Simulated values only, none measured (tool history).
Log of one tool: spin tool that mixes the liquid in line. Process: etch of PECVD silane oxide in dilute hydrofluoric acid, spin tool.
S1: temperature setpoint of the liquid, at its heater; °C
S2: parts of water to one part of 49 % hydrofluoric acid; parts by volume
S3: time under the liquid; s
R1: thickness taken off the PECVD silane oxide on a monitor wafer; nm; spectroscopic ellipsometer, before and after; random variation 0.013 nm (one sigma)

| run | hour | S1 | S2 | S3 | R1 |
|---|---|---|---|---|---|
| 1 | 0.0 | 21.0 | 190 | 75 | 5.4773 |
| 2 | 0.7 | 21.0 | 135 | 75 | 8.1978 |
| 3 | 8.0 | 20.0 | 155 | 75 | 6.6867 |
| 4 | 14.8 | 20.0 | 110 | 75 | 9.9181 |
| 5 | 17.3 | 19.5 | 135 | 75 | 7.6748 |
| 6 | 19.7 | 19.5 | 185 | 75 | 5.3215 |
| 7 | 26.1 | 19.0 | 190 | 75 | 5.0237 |
| 8 | 27.9 | 18.5 | 195 | 75 | 4.8166 |

Run 9 comes next. What will it give?
| 9 | 33.9 | 18.0 | 200 | 75 | ? |

{"run 9": {"R1": 4.5836}}
